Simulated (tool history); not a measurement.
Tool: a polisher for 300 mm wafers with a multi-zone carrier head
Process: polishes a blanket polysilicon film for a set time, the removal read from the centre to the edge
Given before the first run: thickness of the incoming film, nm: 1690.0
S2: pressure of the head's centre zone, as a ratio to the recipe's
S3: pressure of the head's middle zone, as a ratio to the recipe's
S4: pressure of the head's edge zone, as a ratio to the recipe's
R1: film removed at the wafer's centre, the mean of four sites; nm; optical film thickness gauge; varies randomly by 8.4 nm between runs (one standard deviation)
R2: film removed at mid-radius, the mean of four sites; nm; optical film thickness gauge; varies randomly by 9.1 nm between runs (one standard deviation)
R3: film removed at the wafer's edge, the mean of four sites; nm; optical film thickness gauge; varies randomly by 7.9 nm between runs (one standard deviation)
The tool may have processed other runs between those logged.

Run 1, hour 0: flow of slurry (ml/min) 295, S2 1, S3 1, S4 1, polishing time (s) 58. Result: R1 457.33 nm, R2 488.58 nm, R3 479.23 nm.
Run 2, hour 6.5: flow of slurry (ml/min) 295, S2 1, S3 1, S4 0.94, polishing time (s) 58. Result: R1 465.38 nm, R2 489.36 nm, R3 469.18 nm.
Run 3, hour 10.6: flow of slurry (ml/min) 295, S2 1, S3 0.94, S4 0.94, polishing time (s) 58. Result: R1 472.68 nm, R2 462.5 nm, R3 465.39 nm.
Run 4, hour 14.7: flow of slurry (ml/min) 295, S2 0.96, S3 0.94, S4 0.94, polishing time (s) 58. Result: R1 452.7 nm, R2 459.69 nm, R3 460.92 nm.
Run 5, hour 18.5: flow of slurry (ml/min) 295, S2 0.96, S3 0.94, S4 0.94, polishing time (s) 67. Result: R1 517.38 nm, R2 535.26 nm, R3 527.32 nm.
Run 6, hour 21.4: flow of slurry (ml/min) 295, S2 0.96, S3 0.9, S4 0.94, polishing time (s) 67. Result: R1 516.6 nm, R2 502.14 nm, R3 532.15 nm.
At hour 30: worn pad replaced by a new one.
Run 7, hour 30: flow of slurry (ml/min) 300, S2 0.99, S3 0.92, S4 0.95, polishing time (s) 69. Result: R1 621.95 nm, R2 615.85 nm, R3 614.31 nm.
Run 8, hour 31.4: flow of slurry (ml/min) 320, S2 0.99, S3 0.92, S4 0.95, polishing time (s) 69. Result: R1 614.42 nm, R2 603.87 nm, R3 627.86 nm.
Run 9, hour 34.5: flow of slurry (ml/min) 330, S2 1, S3 0.93, S4 0.93, polishing time (s) 69. Result: R1 622.97 nm, R2 612.12 nm, R3 622.22 nm.

What does the tool deliver on the next run?
Run 10, hour 37.3: flow of slurry (ml/min) 345, S2 1.01, S3 0.94, S4 0.92, polishing time (s) 69. Result: R1 ?, R2 ?, R3 ?.

R1: 637.5 nm
R2: 611.29 nm
R3: 616.67 nm
